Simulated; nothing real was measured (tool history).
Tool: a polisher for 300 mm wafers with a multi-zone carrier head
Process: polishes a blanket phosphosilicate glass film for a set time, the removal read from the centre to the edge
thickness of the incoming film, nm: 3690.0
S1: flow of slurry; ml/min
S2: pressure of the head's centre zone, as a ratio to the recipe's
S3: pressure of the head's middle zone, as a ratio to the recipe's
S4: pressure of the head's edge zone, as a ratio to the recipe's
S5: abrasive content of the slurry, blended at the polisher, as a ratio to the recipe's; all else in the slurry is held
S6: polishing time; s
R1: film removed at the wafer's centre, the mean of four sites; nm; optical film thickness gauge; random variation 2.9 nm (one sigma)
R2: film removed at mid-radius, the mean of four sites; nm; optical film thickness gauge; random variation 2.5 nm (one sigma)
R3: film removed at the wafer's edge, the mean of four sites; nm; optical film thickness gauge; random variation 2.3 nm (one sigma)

run	hour	S1	S2	S3	S4	S5	S6	R1	R2	R3
1	0.0	200	1.00	1.00	1.00	1.0	39	276.80	305.62	298.15
2	4.3	200	1.00	1.00	1.00	1.0	31	217.32	247.69	234.80
3	5.6	195	1.00	0.98	1.01	1.0	31	222.72	236.25	240.47
4	13.2	195	1.00	0.94	1.01	1.0	31	221.61	228.89	240.46
# hour 13.9: centre zone pressure recalibrated
5	13.9	170	1.00	0.94	1.01	1.0	31	236.99	227.42	233.42
6	15.9	135	1.00	0.94	1.01	1.0	31	225.82	217.39	225.07
7	22.6	140	0.99	0.93	1.02	1.0	31	226.50	221.46	230.63
8	26.3	145	0.99	0.92	1.03	1.0	31	230.72	222.05	235.48

Forecast run 9:
9	29.0	150	0.98	0.91	1.03	1.0	31	?	?	?

R1: 229.16 nm
R2: 217.47 nm
R3: 234.31 nm
